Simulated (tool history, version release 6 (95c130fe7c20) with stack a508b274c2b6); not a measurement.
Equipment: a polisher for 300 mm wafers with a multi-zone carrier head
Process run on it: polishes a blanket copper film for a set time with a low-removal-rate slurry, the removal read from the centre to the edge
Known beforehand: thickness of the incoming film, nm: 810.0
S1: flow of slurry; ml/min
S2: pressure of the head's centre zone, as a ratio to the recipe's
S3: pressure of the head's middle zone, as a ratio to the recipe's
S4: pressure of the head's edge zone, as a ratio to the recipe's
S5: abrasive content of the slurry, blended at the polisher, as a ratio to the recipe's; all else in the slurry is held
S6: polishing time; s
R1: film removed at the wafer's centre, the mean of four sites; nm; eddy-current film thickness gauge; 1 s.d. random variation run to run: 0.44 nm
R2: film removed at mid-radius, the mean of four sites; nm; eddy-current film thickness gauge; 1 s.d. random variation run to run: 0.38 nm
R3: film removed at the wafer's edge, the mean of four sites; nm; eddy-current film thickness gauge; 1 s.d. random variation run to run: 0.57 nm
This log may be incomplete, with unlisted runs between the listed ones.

{"run": 1, "hour": 0.0, "S1": 150, "S2": 1.0, "S3": 1.0, "S4": 1.0, "S5": 1.0, "S6": 38, "R1": 80.53, "R2": 81.503, "R3": 83.568}
{"run": 2, "hour": 0.7, "S1": 135, "S2": 0.94, "S3": 0.94, "S4": 0.99, "S5": 0.85, "S6": 36, "R1": 68.26, "R2": 69.975, "R3": 75.416}
{"run": 3, "hour": 3.3, "S1": 135, "S2": 0.94, "S3": 0.89, "S4": 0.99, "S5": 0.85, "S6": 36, "R1": 68.136, "R2": 66.953, "R3": 75.667}
{"run": 4, "hour": 6.5, "S1": 125, "S2": 0.9, "S3": 0.87, "S4": 0.98, "S5": 0.75, "S6": 35, "R1": 63.21, "R2": 61.486, "R3": 71.691}
{"run": 5, "hour": 7.3, "S1": 115, "S2": 0.87, "S3": 0.88, "S4": 1.0, "S5": 0.7, "S6": 34, "R1": 55.122, "R2": 58.196, "R3": 68.704}
{"run": 6, "hour": 11.7, "S1": 115, "S2": 0.87, "S3": 0.95, "S4": 1.0, "S5": 0.7, "S6": 34, "R1": 56.851, "R2": 63.073, "R3": 68.009}
{"run": 7, "hour": 17.2, "S1": 110, "S2": 0.85, "S3": 0.92, "S4": 0.99, "S5": 0.65, "S6": 34, "R1": 53.64, "R2": 59.372, "R3": 65.992}
{"run": 8, "hour": 21.7, "S1": 105, "S2": 0.84, "S3": 0.89, "S4": 0.98, "S5": 0.6, "S6": 34, "R1": 52.193, "R2": 57.067, "R3": 63.648}
{"run": 9, "hour": 30.3, "S1": 90, "S2": 0.81, "S3": 0.81, "S4": 1.03, "S5": 0.55, "S6": 34, "R1": 46.525, "R2": 48.548, "R3": 64.198}
{"run": 10, "hour": 33.2, "S1": 125, "S2": 0.83, "S3": 0.84, "S4": 0.97, "S5": 0.5, "S6": 33, "R1": 51.154, "R2": 53.543, "R3": 64.278}

Run 11 comes next. What will it give?
{"run": 11, "hour": 35.0, "S1": 120, "S2": 0.83, "S3": 0.84, "S4": 0.97, "S5": 0.5, "S6": 33, "R1": "?", "R2": "?", "R3": "?"}

{"run 11": {"R1": 51.541, "R2": 53.35, "R3": 63.268}}
